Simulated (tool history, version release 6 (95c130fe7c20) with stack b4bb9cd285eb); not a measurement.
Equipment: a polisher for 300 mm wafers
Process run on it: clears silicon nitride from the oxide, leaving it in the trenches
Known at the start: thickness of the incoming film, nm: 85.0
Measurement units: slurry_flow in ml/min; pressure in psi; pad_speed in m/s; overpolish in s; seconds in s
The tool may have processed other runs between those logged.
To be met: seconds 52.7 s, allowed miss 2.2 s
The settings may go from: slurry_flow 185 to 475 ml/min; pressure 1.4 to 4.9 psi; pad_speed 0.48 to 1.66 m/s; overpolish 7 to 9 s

run 1 hour=0 | slurry_flow=305 pressure=3.1 pad_speed=1.06 overpolish=9 | seconds=70.99
run 2 hour=2.8 | slurry_flow=305 pressure=3.4 pad_speed=1.06 overpolish=9 | seconds=65.622
run 3 hour=6.5 | slurry_flow=275 pressure=3.4 pad_speed=1.06 overpolish=9 | seconds=66.158
run 4 hour=13.3 | slurry_flow=275 pressure=3.4 pad_speed=1.06 overpolish=7 | seconds=65.166
run 5 hour=20 | slurry_flow=275 pressure=3.6 pad_speed=1.06 overpolish=7 | seconds=62.608
run 6 hour=25.7 | slurry_flow=275 pressure=3.8 pad_speed=1.06 overpolish=7 | seconds=59.812
run 7 hour=33.5 | slurry_flow=275 pressure=3.9 pad_speed=1.06 overpolish=7 | seconds=57.445
run 8 hour=40.2 | slurry_flow=275 pressure=4 pad_speed=1.06 overpolish=7 | seconds=56.793

Which of these 5 next moves meets every target?
run A hour=46.9 | slurry_flow=285 pressure=4.1 pad_speed=1.26 overpolish=9 | seconds=?
run B hour=46.9 | slurry_flow=320 pressure=4.5 pad_speed=1 overpolish=7 | seconds=?
run C hour=46.9 | slurry_flow=230 pressure=4.7 pad_speed=0.88 overpolish=8 | seconds=?
run D hour=46.9 | slurry_flow=295 pressure=3.7 pad_speed=1.36 overpolish=9 | seconds=?
run E hour=46.9 | slurry_flow=220 pressure=4 pad_speed=0.98 overpolish=9 | seconds=?

move=A seconds=45.98
move=B seconds=51.246
move=C seconds=57.148
move=D seconds=47.194
move=E seconds=61.138
A: takes the biggest miss from the last run beyond its target
B: meets every target
C: further off than the last run
D: takes the biggest miss from the last run beyond its target
E: further off than the last run
Answer: B
